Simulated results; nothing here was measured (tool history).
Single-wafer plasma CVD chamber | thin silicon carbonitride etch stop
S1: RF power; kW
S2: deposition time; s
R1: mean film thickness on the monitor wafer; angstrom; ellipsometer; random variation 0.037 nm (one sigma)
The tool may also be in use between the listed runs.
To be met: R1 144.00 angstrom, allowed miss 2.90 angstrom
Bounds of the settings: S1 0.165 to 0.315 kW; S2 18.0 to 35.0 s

{"run": 1, "hour": 0.0, "S1": 0.24, "S2": 26.5, "R1": 175.6}
{"run": 2, "hour": 7.9, "S1": 0.255, "S2": 26.5, "R1": 179.07}
{"run": 3, "hour": 11.5, "S1": 0.22, "S2": 26.5, "R1": 171.6}
{"run": 4, "hour": 18.7, "S1": 0.245, "S2": 26.5, "R1": 176.76}
{"run": 5, "hour": 23.9, "S1": 0.235, "S2": 25.6, "R1": 169.64}
{"run": 6, "hour": 29.5, "S1": 0.225, "S2": 24.8, "R1": 161.68}
{"run": 7, "hour": 37.7, "S1": 0.215, "S2": 24.4, "R1": 156.55}
{"run": 8, "hour": 41.5, "S1": 0.205, "S2": 24.2, "R1": 152.54}
{"run": 9, "hour": 49.0, "S1": 0.2, "S2": 24.1, "R1": 151.7}
{"run": 10, "hour": 50.8, "S1": 0.195, "S2": 24.0, "R1": 150.06}
{"run": 11, "hour": 58.7, "S1": 0.19, "S2": 23.9, "R1": 147.66}

4 next moves are on the table. One of them brings every result within its allowed miss. Which?
{"run": "A", "hour": 66.6, "S1": 0.195, "S2": 24.6, "R1": "?"}
{"run": "B", "hour": 66.6, "S1": 0.18, "S2": 24.6, "R1": "?"}
{"run": "C", "hour": 66.6, "S1": 0.205, "S2": 22.6, "R1": "?"}
{"run": "D", "hour": 66.6, "S1": 0.19, "S2": 24.4, "R1": "?"}

move=A R1=153.99
move=B R1=150.36
move=C R1=143.59
move=D R1=151.56
A: further off than the last run
B: further off than the last run
C: meets every target
D: further off than the last run
The right move is C.
